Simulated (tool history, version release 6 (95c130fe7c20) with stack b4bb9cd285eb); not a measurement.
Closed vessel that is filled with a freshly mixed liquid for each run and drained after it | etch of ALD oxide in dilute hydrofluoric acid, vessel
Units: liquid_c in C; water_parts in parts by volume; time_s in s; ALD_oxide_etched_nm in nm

Run 1, day 0: liquid_c 25 C, water_parts 60 parts by volume, time_s 100 s. Result: ALD_oxide_etched_nm 37.227 nm.
Run 2, day 0.292: liquid_c 26.5 C, water_parts 55 parts by volume, time_s 100 s. Result: ALD_oxide_etched_nm 43.048 nm.
Run 3, day 0.533: liquid_c 29.5 C, water_parts 55 parts by volume, time_s 100 s. Result: ALD_oxide_etched_nm 49.024 nm.
Run 4, day 0.808: liquid_c 30 C, water_parts 50 parts by volume, time_s 100 s. Result: ALD_oxide_etched_nm 55.344 nm.
Run 5, day 0.904: liquid_c 27.5 C, water_parts 50 parts by volume, time_s 100 s. Result: ALD_oxide_etched_nm 49.919 nm.
Run 6, day 0.979: liquid_c 27.5 C, water_parts 50 parts by volume, time_s 105 s. Result: ALD_oxide_etched_nm 52.148 nm.
Run 7, day 1.025: liquid_c 31.5 C, water_parts 40 parts by volume, time_s 105 s. Result: ALD_oxide_etched_nm 77.818 nm.

The next listed run, before its measurement:
Run 8, day 1.142: liquid_c 31 C, water_parts 40 parts by volume, time_s 105 s. Result: ALD_oxide_etched_nm ?.

ALD_oxide_etched_nm: 75.658 nm
